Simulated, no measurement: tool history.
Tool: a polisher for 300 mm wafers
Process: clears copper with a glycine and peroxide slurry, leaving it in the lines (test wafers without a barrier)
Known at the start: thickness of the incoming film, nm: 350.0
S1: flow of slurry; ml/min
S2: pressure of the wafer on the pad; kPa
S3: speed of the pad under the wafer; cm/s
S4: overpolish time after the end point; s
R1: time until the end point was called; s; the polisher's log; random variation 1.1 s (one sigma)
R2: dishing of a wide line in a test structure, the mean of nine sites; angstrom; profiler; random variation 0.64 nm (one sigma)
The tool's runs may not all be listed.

run  hour   S1    S2  S3  S4      R1      R2
  1     0  150  19.3  88  28  89.068  614.59
  2   6.3  150  14.5  88  28     110  532.09
  3   8.9  155  17.2  92  23  94.405  524.93
  4  15.7  155  19.3  96  20  81.131  516.98
     20.7  -- head pressure recalibrated
  5  20.7  155  15.9  96  20  90.862  477.28
  6  25.6  155  17.9  98  19  83.367  507.76

Forecast run 7:
  7  29.2  155  20  100  17   ?   ?

{"run 7": {"R1": 76.037, "R2": 517.76}}

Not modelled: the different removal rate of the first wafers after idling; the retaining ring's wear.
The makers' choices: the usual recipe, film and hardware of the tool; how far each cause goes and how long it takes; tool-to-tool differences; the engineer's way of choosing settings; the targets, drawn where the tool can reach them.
